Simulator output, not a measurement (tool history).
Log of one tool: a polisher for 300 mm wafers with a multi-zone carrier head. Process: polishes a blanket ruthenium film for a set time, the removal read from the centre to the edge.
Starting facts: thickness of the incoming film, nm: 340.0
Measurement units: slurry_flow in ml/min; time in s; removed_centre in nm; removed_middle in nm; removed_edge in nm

| run | hour | slurry_flow | centre_zone | middle_zone | edge_zone | time | removed_centre | removed_middle | removed_edge |
|---|---|---|---|---|---|---|---|---|---|
| 1 | 0 | 250 | 1 | 1 | 1 | 33 | 51.628 | 50.055 | 53.582 |
| 2 | 3.1 | 255 | 1.01 | 1.01 | 0.97 | 30 | 48.063 | 46.439 | 47.321 |
| 3 | 9.5 | 255 | 1.01 | 1.01 | 1.04 | 30 | 48.29 | 45.711 | 49.466 |
| 4 | 10.4 | 255 | 1.01 | 1.01 | 0.97 | 30 | 47.983 | 45.607 | 47.285 |
| 5 | 10.9 | 255 | 1.01 | 1.01 | 0.92 | 30 | 47.349 | 46.521 | 46.051 |
| 6 | 15.1 | 265 | 1.01 | 1.01 | 0.91 | 28 | 45.08 | 43.674 | 43.352 |
| 7 | 18.6 | 260 | 1.01 | 1.01 | 0.89 | 26 | 41.782 | 39.259 | 39.394 |
| 8 | 23.3 | 255 | 1.01 | 1.02 | 0.87 | 25 | 39.754 | 38.835 | 37.556 |
| 9 | 26 | 245 | 1.01 | 1.02 | 0.86 | 24 | 38.339 | 37.268 | 35.644 |
| 10 | 29.6 | 230 | 1.01 | 1.02 | 0.85 | 23 | 36.503 | 34.414 | 33.994 |
| 11 | 36.4 | 220 | 1.01 | 1.03 | 0.84 | 23 | 36.027 | 34.934 | 33.427 |

What does the tool deliver on the next run?
| 12 | 39.5 | 180 | 1.03 | 1.03 | 0.81 | 20 | ? | ? | ? |

Run 12 produced removed_centre 30.694 nm, removed_middle 30.029 nm, removed_edge 27.975 nm.
